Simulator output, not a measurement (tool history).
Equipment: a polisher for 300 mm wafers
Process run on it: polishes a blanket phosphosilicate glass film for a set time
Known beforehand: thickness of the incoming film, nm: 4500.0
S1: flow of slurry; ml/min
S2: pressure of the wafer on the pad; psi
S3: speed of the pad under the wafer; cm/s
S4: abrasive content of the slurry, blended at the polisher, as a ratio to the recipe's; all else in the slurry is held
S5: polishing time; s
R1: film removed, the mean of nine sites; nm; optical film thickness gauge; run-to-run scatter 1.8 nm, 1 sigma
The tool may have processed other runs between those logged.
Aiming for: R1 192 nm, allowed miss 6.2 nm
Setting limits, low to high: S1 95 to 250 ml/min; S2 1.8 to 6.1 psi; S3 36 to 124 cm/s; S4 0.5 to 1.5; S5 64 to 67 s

{"run": 1, "hour": 0.0, "S1": 160, "S2": 3.9, "S3": 80, "S4": 1, "S5": 64, "R1": 432.63}
{"run": 2, "hour": 5.2, "S1": 160, "S2": 3.9, "S3": 94, "S4": 1, "S5": 64, "R1": 485.8}
{"run": 3, "hour": 11.6, "S1": 160, "S2": 3.9, "S3": 94, "S4": 0.8, "S5": 64, "R1": 444.63}
{"run": 4, "hour": 15.6, "S1": 155, "S2": 3.4, "S3": 88, "S4": 0.8, "S5": 64, "R1": 365.28}
{"run": 5, "hour": 22.7, "S1": 130, "S2": 3.4, "S3": 88, "S4": 0.8, "S5": 64, "R1": 360.09}
{"run": 6, "hour": 28.2, "S1": 130, "S2": 3.4, "S3": 98, "S4": 0.8, "S5": 64, "R1": 384.57}
{"run": 7, "hour": 32.8, "S1": 125, "S2": 3, "S3": 92, "S4": 0.8, "S5": 64, "R1": 324.23}
{"run": 8, "hour": 37.2, "S1": 125, "S2": 2.7, "S3": 88, "S4": 0.8, "S5": 64, "R1": 284.87}
{"run": 9, "hour": 40.2, "S1": 125, "S2": 2.5, "S3": 86, "S4": 0.8, "S5": 64, "R1": 262.46}
{"run": 10, "hour": 48.1, "S1": 125, "S2": 2.3, "S3": 84, "S4": 0.8, "S5": 64, "R1": 238.93}
{"run": 11, "hour": 52.4, "S1": 125, "S2": 2.2, "S3": 82, "S4": 0.8, "S5": 64, "R1": 224.29}
{"run": 12, "hour": 54.3, "S1": 125, "S2": 2.1, "S3": 82, "S4": 0.8, "S5": 64, "R1": 212}
{"run": 13, "hour": 61.8, "S1": 125, "S2": 2, "S3": 82, "S4": 0.8, "S5": 64, "R1": 205.15}

Exactly one of the 5 candidate moves below puts every result within its allowed miss. Which one?
{"run": "A", "hour": 69.3, "S1": 140, "S2": 2.2, "S3": 60, "S4": 0.9, "S5": 66, "R1": "?"}
{"run": "B", "hour": 69.3, "S1": 145, "S2": 1.8, "S3": 110, "S4": 0.6, "S5": 64, "R1": "?"}
{"run": "C", "hour": 69.3, "S1": 135, "S2": 2.3, "S3": 68, "S4": 0.95, "S5": 64, "R1": "?"}
{"run": "D", "hour": 69.3, "S1": 95, "S2": 2.7, "S3": 68, "S4": 0.7, "S5": 67, "R1": "?"}
{"run": "E", "hour": 69.3, "S1": 110, "S2": 2.1, "S3": 78, "S4": 0.9, "S5": 67, "R1": "?"}

move=A R1=190.96
move=B R1=212.61
move=C R1=216.27
move=D R1=211.75
move=E R1=215.99
A: in spec on every target
B: moves away from the targets compared with the last run
C: moves away from the targets compared with the last run
D: moves away from the targets compared with the last run
E: moves away from the targets compared with the last run
Go with A: it meets all targets.
